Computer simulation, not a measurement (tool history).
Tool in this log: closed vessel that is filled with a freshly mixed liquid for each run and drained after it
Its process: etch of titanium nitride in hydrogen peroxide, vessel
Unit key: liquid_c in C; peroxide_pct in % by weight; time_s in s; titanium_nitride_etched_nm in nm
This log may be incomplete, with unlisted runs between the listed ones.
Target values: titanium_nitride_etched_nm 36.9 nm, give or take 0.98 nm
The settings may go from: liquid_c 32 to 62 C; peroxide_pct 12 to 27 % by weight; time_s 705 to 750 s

run 1 hour=0 | liquid_c=46 peroxide_pct=18 time_s=705 | titanium_nitride_etched_nm=22.759
run 2 hour=8.9 | liquid_c=46 peroxide_pct=18 time_s=750 | titanium_nitride_etched_nm=24.01
run 3 hour=17.4 | liquid_c=46 peroxide_pct=20 time_s=750 | titanium_nitride_etched_nm=24.768
run 4 hour=25.9 | liquid_c=48 peroxide_pct=20 time_s=750 | titanium_nitride_etched_nm=28.814
run 5 hour=32.9 | liquid_c=48 peroxide_pct=20 time_s=705 | titanium_nitride_etched_nm=26.972
run 6 hour=35.3 | liquid_c=48 peroxide_pct=20 time_s=750 | titanium_nitride_etched_nm=28.568
run 7 hour=37 | liquid_c=49 peroxide_pct=20 time_s=750 | titanium_nitride_etched_nm=30.746
run 8 hour=42.4 | liquid_c=52 peroxide_pct=20 time_s=750 | titanium_nitride_etched_nm=38.675

Which one of the following 4 next-run settings gets every result inside its allowed miss? There is exactly one.
run A hour=47.8 | liquid_c=53 peroxide_pct=16.5 time_s=705 | titanium_nitride_etched_nm=?
run B hour=47.8 | liquid_c=53 peroxide_pct=20 time_s=750 | titanium_nitride_etched_nm=?
run C hour=47.8 | liquid_c=53 peroxide_pct=20.5 time_s=720 | titanium_nitride_etched_nm=?
run D hour=47.8 | liquid_c=52.5 peroxide_pct=25.5 time_s=705 | titanium_nitride_etched_nm=?

move=A titanium_nitride_etched_nm=36.937
move=B titanium_nitride_etched_nm=40.938
move=C titanium_nitride_etched_nm=39.509
move=D titanium_nitride_etched_nm=39.143
A: each result inside its tolerance
B: misses by more than the last run did
C: misses by more than the last run did
D: misses by more than the last run did
A meets every target.
